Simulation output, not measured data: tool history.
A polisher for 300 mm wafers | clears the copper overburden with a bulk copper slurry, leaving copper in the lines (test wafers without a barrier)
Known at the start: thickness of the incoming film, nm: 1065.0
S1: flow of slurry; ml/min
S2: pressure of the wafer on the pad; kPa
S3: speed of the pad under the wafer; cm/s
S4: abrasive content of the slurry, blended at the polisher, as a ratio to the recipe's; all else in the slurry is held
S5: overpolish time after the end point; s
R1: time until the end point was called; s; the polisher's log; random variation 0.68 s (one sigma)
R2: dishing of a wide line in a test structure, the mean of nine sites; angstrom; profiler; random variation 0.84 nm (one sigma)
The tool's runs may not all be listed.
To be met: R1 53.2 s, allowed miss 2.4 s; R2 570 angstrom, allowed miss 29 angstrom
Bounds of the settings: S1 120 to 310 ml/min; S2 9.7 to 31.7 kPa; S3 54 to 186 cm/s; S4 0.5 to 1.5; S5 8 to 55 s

run	hour	S1	S2	S3	S4	S5	R1	R2
1	0	200	20.7	118	1	28	78.411	669.86
2	7	200	20.7	118	1	21	76.307	640.57
3	13.1	200	20.7	100	1	21	90.172	634.56
4	14.8	205	20	116	1	18	79.528	624.31
5	16.2	205	20	116	1	22	80.02	632.85
6	19.7	225	20	126	1	19	72.697	635.24
7	23.5	210	19.3	138	1	17	69.377	630.56
8	32.4	230	18.6	148	1.05	15	64.811	639.77
9	35.9	205	19.3	154	0.95	13	62.73	606.09
10	40.5	200	20	156	0.9	12	60.755	596.46
11	48.1	200	20	156	0.9	12	62.093	605.52
12	56.7	190	20.7	160	0.8	11	61.335	583.8
13	59.2	190	21.4	162	0.75	10	60.53	583.16
14	62.7	185	22.1	164	0.7	10	59.285	580.65

Which of these 5 next moves meets every target?
A	66.2	130	17.9	186	0.55	12	?	?
B	66.2	165	26.2	152	0.9	8	?	?
C	66.2	205	16.5	158	0.8	18	?	?
D	66.2	225	25.5	138	0.8	15	?	?
E	66.2	155	19.3	144	0.95	14	?	?

move	R1	R2
A	68.033	581.88
B	52.783	577.12
C	72.682	624.09
D	58.629	672.09
E	70.612	608.38
A: further off than the last run
B: meets every target
C: further off than the last run
D: further off than the last run
E: further off than the last run
Answer: B

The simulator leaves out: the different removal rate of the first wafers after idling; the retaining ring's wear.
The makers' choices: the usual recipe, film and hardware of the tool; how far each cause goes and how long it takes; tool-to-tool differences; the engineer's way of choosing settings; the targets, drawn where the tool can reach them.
